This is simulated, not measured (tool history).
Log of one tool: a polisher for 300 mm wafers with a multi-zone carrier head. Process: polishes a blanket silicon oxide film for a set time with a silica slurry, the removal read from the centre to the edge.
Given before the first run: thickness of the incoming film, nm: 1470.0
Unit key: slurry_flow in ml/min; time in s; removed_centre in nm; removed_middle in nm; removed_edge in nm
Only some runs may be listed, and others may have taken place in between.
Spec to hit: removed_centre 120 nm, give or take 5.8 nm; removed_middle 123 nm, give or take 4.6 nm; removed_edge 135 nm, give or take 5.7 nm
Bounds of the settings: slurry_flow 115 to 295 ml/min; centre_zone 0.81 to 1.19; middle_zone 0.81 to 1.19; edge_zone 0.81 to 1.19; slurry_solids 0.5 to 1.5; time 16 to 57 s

Run 1, hour 0: slurry_flow 190 ml/min, centre_zone 1, middle_zone 1, edge_zone 1, slurry_solids 1, time 36 s. Result: removed_centre 148.5 nm, removed_middle 144.99 nm, removed_edge 150.1 nm.
Run 2, hour 4.1: slurry_flow 190 ml/min, centre_zone 1, middle_zone 1, edge_zone 0.93, slurry_solids 1, time 36 s. Result: removed_centre 149 nm, removed_middle 146.56 nm, removed_edge 140.71 nm.
Run 3, hour 12: slurry_flow 215 ml/min, centre_zone 1, middle_zone 1, edge_zone 0.93, slurry_solids 1, time 36 s. Result: removed_centre 152.13 nm, removed_middle 147.32 nm, removed_edge 149.06 nm.
Run 4, hour 19.8: slurry_flow 215 ml/min, centre_zone 1, middle_zone 0.97, edge_zone 0.93, slurry_solids 1, time 36 s. Result: removed_centre 150.56 nm, removed_middle 144.32 nm, removed_edge 148 nm.
Run 5, hour 27: slurry_flow 215 ml/min, centre_zone 1.04, middle_zone 0.97, edge_zone 0.93, slurry_solids 1, time 36 s. Result: removed_centre 155.1 nm, removed_middle 142.17 nm, removed_edge 146 nm.
Run 6, hour 32.2: slurry_flow 205 ml/min, centre_zone 1, middle_zone 0.95, edge_zone 0.93, slurry_solids 0.95, time 36 s. Result: removed_centre 147.96 nm, removed_middle 139.67 nm, removed_edge 142.96 nm.
Run 7, hour 40.1: slurry_flow 200 ml/min, centre_zone 0.97, middle_zone 0.93, edge_zone 0.94, slurry_solids 0.9, time 36 s. Result: removed_centre 138.76 nm, removed_middle 134.44 nm, removed_edge 139.05 nm.
Run 8, hour 41: slurry_flow 195 ml/min, centre_zone 0.95, middle_zone 0.91, edge_zone 0.95, slurry_solids 0.9, time 36 s. Result: removed_centre 136.94 nm, removed_middle 129.46 nm, removed_edge 140.25 nm.

Below are 5 possible settings for the next run. Only one of them brings all results inside the allowed miss of their targets. Which is it?
Run A, hour 41.9: slurry_flow 205 ml/min, centre_zone 0.81, middle_zone 0.94, edge_zone 1, slurry_solids 0.85, time 34 s. Result: removed_centre ?, removed_middle ?, removed_edge ?.
Run B, hour 41.9: slurry_flow 190 ml/min, centre_zone 0.88, middle_zone 0.99, edge_zone 0.96, slurry_solids 1.05, time 30 s. Result: removed_centre ?, removed_middle ?, removed_edge ?.
Run C, hour 41.9: slurry_flow 265 ml/min, centre_zone 0.81, middle_zone 0.91, edge_zone 1.09, slurry_solids 1.15, time 31 s. Result: removed_centre ?, removed_middle ?, removed_edge ?.
Run D, hour 41.9: slurry_flow 155 ml/min, centre_zone 0.94, middle_zone 0.98, edge_zone 1.08, slurry_solids 0.85, time 34 s. Result: removed_centre ?, removed_middle ?, removed_edge ?.
Run E, hour 41.9: slurry_flow 175 ml/min, centre_zone 0.89, middle_zone 0.94, edge_zone 0.95, slurry_solids 0.85, time 39 s. Result: removed_centre ?, removed_middle ?, removed_edge ?.

move  removed_centre  removed_middle  removed_edge
   A             109          122.95        135.37
   B           112.4          122.12        126.52
   C          115.69          126.62        148.42
   D          120.86          122.39        136.59
   E          133.98          138.06         149.2
A: takes the biggest miss from the last run beyond its target
B: takes the biggest miss from the last run beyond its target
C: the worst result of the last run now meets its target, but another is out of spec
D: meets every target
E: further off than the last run
Answer: D
